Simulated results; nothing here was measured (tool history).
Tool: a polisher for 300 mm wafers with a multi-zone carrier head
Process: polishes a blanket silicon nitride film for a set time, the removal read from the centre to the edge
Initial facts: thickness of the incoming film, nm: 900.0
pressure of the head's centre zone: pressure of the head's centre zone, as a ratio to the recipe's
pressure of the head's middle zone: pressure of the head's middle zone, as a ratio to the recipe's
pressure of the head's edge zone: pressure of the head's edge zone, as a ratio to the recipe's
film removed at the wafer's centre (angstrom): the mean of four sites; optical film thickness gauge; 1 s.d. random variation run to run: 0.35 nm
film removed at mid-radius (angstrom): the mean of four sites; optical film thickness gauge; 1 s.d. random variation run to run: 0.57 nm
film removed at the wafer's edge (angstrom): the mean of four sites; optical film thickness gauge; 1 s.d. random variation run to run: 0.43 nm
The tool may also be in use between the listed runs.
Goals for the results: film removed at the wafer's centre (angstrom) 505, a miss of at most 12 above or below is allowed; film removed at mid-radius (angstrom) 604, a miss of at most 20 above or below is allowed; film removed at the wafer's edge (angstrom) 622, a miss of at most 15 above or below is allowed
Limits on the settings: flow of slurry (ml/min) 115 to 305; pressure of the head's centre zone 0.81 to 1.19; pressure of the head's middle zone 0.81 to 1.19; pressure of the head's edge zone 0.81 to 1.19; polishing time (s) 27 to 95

run,hour,flow of slurry (ml/min),pressure of the head's centre zone,pressure of the head's middle zone,pressure of the head's edge zone,polishing time (s),film removed at the wafer's centre (angstrom),film removed at mid-radius (angstrom),film removed at the wafer's edge (angstrom)
1,0,195,1,1,1,61,973.55,950.8,964.7
2,6.2,180,0.95,1,0.99,55,818.09,856.11,853.01
3,14.7,225,0.95,1,0.99,55,850.13,882.77,871.22
4,21.5,205,0.92,0.99,0.99,51,744.82,795.78,801.51
5,22.4,190,0.89,0.98,0.98,48,678.91,743.77,736.68
6,23.9,190,0.89,0.98,1.06,48,664.24,732.32,770.55
7,31.1,175,0.87,0.98,1.05,46,620.12,710.13,722.09
8,39.4,165,0.86,0.97,1.05,45,596.56,666.85,714.11
9,45.1,155,0.85,0.97,1.04,44,567.22,640.72,677.31

Pick the move, out of 5, that brings all results within their allowed miss; only one does.
A,50.8,205,0.96,1.03,0.88,41,?,?,?
B,50.8,165,0.83,0.99,1.18,40,?,?,?
C,50.8,160,0.81,0.95,0.97,41,?,?,?
D,50.8,255,0.81,0.96,0.89,38,?,?,?
E,50.8,145,0.85,0.95,1.08,40,?,?,?

move,film removed at the wafer's centre (angstrom),film removed at mid-radius (angstrom),film removed at the wafer's edge (angstrom)
A,625.51,672.35,617
B,506.18,612.39,667.12
C,502.81,603.08,623.97
D,503.92,604.62,587.33
E,503.66,576.71,629.15
A: further off than the last run
B: puts the biggest miss on target and leaves a different result outside tolerance
C: hits every target within its allowed miss
D: puts the biggest miss on target and leaves a different result outside tolerance
E: puts the biggest miss on target and leaves a different result outside tolerance
C meets every target.
